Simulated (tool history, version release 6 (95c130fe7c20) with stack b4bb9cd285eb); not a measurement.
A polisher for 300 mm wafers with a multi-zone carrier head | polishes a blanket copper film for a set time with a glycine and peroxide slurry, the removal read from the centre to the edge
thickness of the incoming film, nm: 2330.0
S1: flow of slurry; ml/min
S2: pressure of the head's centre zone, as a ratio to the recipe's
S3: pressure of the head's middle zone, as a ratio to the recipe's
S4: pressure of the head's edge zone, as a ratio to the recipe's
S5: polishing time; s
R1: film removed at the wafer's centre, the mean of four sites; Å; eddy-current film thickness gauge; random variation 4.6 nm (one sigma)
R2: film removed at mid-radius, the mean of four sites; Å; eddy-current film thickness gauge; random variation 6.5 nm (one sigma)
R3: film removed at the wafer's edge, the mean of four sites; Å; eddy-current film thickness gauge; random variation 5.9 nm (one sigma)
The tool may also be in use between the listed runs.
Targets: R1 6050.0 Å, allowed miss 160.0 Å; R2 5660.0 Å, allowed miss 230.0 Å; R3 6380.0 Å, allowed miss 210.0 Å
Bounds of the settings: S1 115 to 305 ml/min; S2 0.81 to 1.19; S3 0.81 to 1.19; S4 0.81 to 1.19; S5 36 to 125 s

Run 1, hour 0.0: S1 195 ml/min, S2 1.00, S3 1.00, S4 1.00, S5 80 s. Result: R1 4551.5 Å, R2 4619.9 Å, R3 4466.6 Å.
Run 2, hour 1.6: S1 195 ml/min, S2 1.00, S3 0.99, S4 1.02, S5 82 s. Result: R1 4636.1 Å, R2 4898.7 Å, R3 4653.5 Å.
Run 3, hour 10.4: S1 190 ml/min, S2 1.01, S3 0.97, S4 1.04, S5 83 s. Result: R1 4719.5 Å, R2 4763.8 Å, R3 4804.2 Å.
Run 4, hour 14.4: S1 195 ml/min, S2 1.02, S3 0.97, S4 1.05, S5 84 s. Result: R1 4918.5 Å, R2 4731.5 Å, R3 4851.6 Å.
Run 5, hour 21.2: S1 195 ml/min, S2 1.02, S3 0.97, S4 1.05, S5 70 s. Result: R1 4007.6 Å, R2 4045.2 Å, R3 4103.2 Å.
Run 6, hour 24.7: S1 150 ml/min, S2 1.02, S3 0.97, S4 1.05, S5 70 s. Result: R1 3952.3 Å, R2 3971.2 Å, R3 3901.5 Å.
Run 7, hour 28.0: S1 205 ml/min, S2 1.11, S3 0.98, S4 1.15, S5 92 s. Result: R1 5491.2 Å, R2 5263.0 Å, R3 5447.5 Å.
Run 8, hour 34.7: S1 210 ml/min, S2 1.11, S3 0.97, S4 1.15, S5 93 s. Result: R1 5727.6 Å, R2 5361.1 Å, R3 5529.4 Å.

Which of these 4 next moves meets every target?
Run A, hour 41.4: S1 230 ml/min, S2 1.06, S3 0.82, S4 1.19, S5 101 s. Result: R1 ?, R2 ?, R3 ?.
Run B, hour 41.4: S1 210 ml/min, S2 1.11, S3 0.90, S4 1.19, S5 104 s. Result: R1 ?, R2 ?, R3 ?.
Run C, hour 41.4: S1 220 ml/min, S2 1.18, S3 1.03, S4 1.13, S5 101 s. Result: R1 ?, R2 ?, R3 ?.
Run D, hour 41.4: S1 205 ml/min, S2 1.01, S3 0.89, S4 1.17, S5 105 s. Result: R1 ?, R2 ?, R3 ?.

move      R1      R2      R3
   A  6000.9  5119.1  6152.5
   B  6304.3  5643.5  6289.8
   C  6399.8  6162.7  5997.3
   D  5990.8  5634.7  6299.4
A: nearer than the last run, and not there yet
B: brings the result that was furthest off to its target, and leaves another outside
C: nearer than the last run, and not there yet
D: meets every target
Answer: D

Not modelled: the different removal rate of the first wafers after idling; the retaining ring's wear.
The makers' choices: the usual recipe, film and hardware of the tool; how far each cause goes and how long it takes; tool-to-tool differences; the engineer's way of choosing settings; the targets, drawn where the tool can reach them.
